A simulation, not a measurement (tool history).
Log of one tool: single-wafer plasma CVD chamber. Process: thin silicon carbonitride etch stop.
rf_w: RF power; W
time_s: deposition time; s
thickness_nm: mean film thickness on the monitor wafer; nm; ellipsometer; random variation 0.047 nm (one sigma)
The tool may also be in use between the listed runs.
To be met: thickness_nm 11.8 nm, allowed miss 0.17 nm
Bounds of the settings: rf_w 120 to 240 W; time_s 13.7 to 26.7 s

run,hour,rf_w,time_s,thickness_nm
1,0,180,20.2,10.575
2,7.2,195,20.4,10.921
3,14,205,20.4,10.958
4,20,210,20.8,11.409
5,26.7,215,20.9,11.538
6,35.5,215,23.2,12.797
7,39.9,200,23,12.373
8,41.4,190,22.9,12.224
9,49.7,185,22.8,12.002

Which of these 5 next moves meets every target?
A,58,190,23,?
B,58,205,21.1,?
C,58,195,21.3,?
D,58,215,22.3,?
E,58,180,22.6,?

move,thickness_nm
A,12.231
B,11.457
C,11.408
D,12.268
E,11.842
A: further off than the last run
B: takes the result that was furthest off past its target
C: takes the result that was furthest off past its target
D: further off than the last run
E: meets every target
The right move is E.
